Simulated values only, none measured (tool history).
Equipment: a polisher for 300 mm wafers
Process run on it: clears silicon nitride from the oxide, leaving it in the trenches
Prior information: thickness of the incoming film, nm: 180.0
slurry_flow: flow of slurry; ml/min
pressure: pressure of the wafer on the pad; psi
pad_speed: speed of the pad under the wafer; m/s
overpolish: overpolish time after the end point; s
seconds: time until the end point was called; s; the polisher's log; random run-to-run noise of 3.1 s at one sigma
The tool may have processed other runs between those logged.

run	day	slurry_flow	pressure	pad_speed	overpolish	seconds
1	0	195	3.3	1.2	5	170.31
2	0.046	195	3.3	1.2	5	171.73
3	0.304	195	3.3	1.04	5	194.42
4	0.525	195	3.3	1.04	5	198.72
5	0.808	195	4.1	1.04	5	161.56
6	1.125	195	4.9	1.04	5	134.07
7	1.392	195	4.4	1.02	5	149.89
8	1.638	195	4	1	5	172.53
9	1.971	195	3.7	1	5	179.25
10	2.158	195	3.7	1	5	183.79
11	2.288	195	3.4	1	5	197.28

Expected results for the next run?
12	2.371	195	3.2	1	5	?

seconds: 212.24 s

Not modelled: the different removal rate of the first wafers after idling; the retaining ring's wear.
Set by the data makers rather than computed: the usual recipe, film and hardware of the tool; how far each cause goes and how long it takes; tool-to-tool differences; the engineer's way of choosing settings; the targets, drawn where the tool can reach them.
